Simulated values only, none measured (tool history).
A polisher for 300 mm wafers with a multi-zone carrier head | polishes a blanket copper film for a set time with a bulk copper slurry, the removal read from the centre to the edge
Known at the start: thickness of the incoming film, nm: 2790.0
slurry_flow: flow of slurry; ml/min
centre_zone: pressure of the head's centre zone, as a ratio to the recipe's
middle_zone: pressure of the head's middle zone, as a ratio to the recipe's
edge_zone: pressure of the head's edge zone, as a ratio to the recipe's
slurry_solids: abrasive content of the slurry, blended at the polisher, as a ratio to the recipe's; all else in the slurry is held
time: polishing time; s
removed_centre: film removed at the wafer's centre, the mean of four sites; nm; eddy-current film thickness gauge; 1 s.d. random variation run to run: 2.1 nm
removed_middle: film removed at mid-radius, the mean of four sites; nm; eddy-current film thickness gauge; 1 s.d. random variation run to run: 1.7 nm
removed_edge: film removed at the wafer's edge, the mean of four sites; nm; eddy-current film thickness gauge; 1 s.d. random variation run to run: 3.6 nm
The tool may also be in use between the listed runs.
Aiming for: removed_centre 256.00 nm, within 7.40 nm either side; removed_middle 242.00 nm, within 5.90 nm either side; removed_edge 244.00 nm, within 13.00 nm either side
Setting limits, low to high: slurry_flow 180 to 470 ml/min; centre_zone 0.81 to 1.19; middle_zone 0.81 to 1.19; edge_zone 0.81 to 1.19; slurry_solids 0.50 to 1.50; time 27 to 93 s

run	day	slurry_flow	centre_zone	middle_zone	edge_zone	slurry_solids	time	removed_centre	removed_middle	removed_edge
1	0.000	300	1.00	1.00	1.00	1.00	59	547.74	539.42	535.93
2	0.275	300	1.00	1.00	1.00	0.85	59	526.76	517.54	511.95
3	0.421	300	1.00	1.08	1.00	0.85	59	528.00	553.31	504.07
4	0.779	300	1.05	1.08	1.00	0.85	59	550.43	552.40	513.88
5	0.950	300	1.05	1.14	1.00	0.85	59	556.24	575.22	506.59
6	1.058	300	1.05	1.14	0.93	0.85	59	543.44	581.75	488.79
7	1.375	265	1.04	1.06	0.90	0.75	49	434.07	430.76	385.24
8	1.717	245	0.94	0.96	0.81	0.50	32	231.26	230.72	222.94
9	2.033	270	0.95	0.96	0.83	0.50	32	231.79	238.28	222.84
10	2.362	250	0.97	0.96	0.86	0.50	32	236.96	232.43	229.29
11	2.467	260	0.99	0.96	0.88	0.50	32	242.01	233.31	225.83

Exactly one of the 4 candidate moves below puts every result within its allowed miss. Which one?
A	2.571	225	0.93	0.98	0.92	0.50	34	?	?	?
B	2.571	265	0.99	0.93	0.89	0.55	30	?	?	?
C	2.571	315	0.97	0.94	0.90	0.50	33	?	?	?
D	2.571	250	1.19	1.08	0.81	0.50	30	?	?	?

move	removed_centre	removed_middle	removed_edge
A	238.79	250.75	239.83
B	233.77	221.47	217.88
C	251.91	244.82	238.46
D	268.51	243.52	204.95
A: lands further from the targets than the last run did
B: lands further from the targets than the last run did
C: every result lands within tolerance
D: moves the result that the last run missed by most past its target, out the other side
C is the move that brings every result within its allowed miss.
